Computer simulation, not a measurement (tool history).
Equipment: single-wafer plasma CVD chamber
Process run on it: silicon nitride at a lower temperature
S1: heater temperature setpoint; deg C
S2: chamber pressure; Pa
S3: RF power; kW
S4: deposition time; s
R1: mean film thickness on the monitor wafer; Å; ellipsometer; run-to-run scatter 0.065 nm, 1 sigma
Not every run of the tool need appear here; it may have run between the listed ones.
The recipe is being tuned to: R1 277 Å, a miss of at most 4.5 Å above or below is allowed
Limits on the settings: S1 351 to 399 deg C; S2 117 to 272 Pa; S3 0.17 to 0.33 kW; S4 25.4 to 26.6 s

run 1 day=0 | S1=375 S2=195 S3=0.25 S4=26.6 | R1=238.56
run 2 day=0.096 | S1=375 S2=205 S3=0.255 S4=26.6 | R1=246.07
run 3 day=0.204 | S1=375 S2=205 S3=0.255 S4=25.4 | R1=235.62
run 4 day=0.575 | S1=375 S2=205 S3=0.235 S4=25.4 | R1=223.37
run 5 day=0.679 | S1=364 S2=205 S3=0.235 S4=25.4 | R1=224.5
run 6 day=0.838 | S1=364 S2=215 S3=0.245 S4=25.4 | R1=233.35
run 7 day=1.133 | S1=364 S2=223 S3=0.25 S4=25.4 | R1=240.05
run 8 day=1.371 | S1=364 S2=229 S3=0.255 S4=25.4 | R1=244.82
run 9 day=1.675 | S1=364 S2=235 S3=0.26 S4=25.4 | R1=250.25
run 10 day=2.038 | S1=364 S2=240 S3=0.265 S4=25.4 | R1=253.22
run 11 day=2.212 | S1=364 S2=244 S3=0.27 S4=25.4 | R1=258.76
run 12 day=2.354 | S1=364 S2=248 S3=0.275 S4=25.4 | R1=263.14

Pick the move, out of 5, that brings all results within their allowed miss; only one does.
run A day=2.496 | S1=356 S2=241 S3=0.28 S4=25.4 | R1=?
run B day=2.496 | S1=366 S2=261 S3=0.305 S4=25.8 | R1=?
run C day=2.496 | S1=362 S2=265 S3=0.285 S4=26.5 | R1=?
run D day=2.496 | S1=362 S2=248 S3=0.29 S4=26 | R1=?
run E day=2.496 | S1=371 S2=225 S3=0.285 S4=25.7 | R1=?

move=A R1=266.09
move=B R1=291.1
move=C R1=288.09
move=D R1=280.22
move=E R1=265.02
A: gains on the last run, yet a result remains outside its allowed miss
B: carries the result that was furthest off beyond its target, to the other side
C: carries the result that was furthest off beyond its target, to the other side
D: every result within its allowed miss
E: gains on the last run, yet a result remains outside its allowed miss
D meets every target.
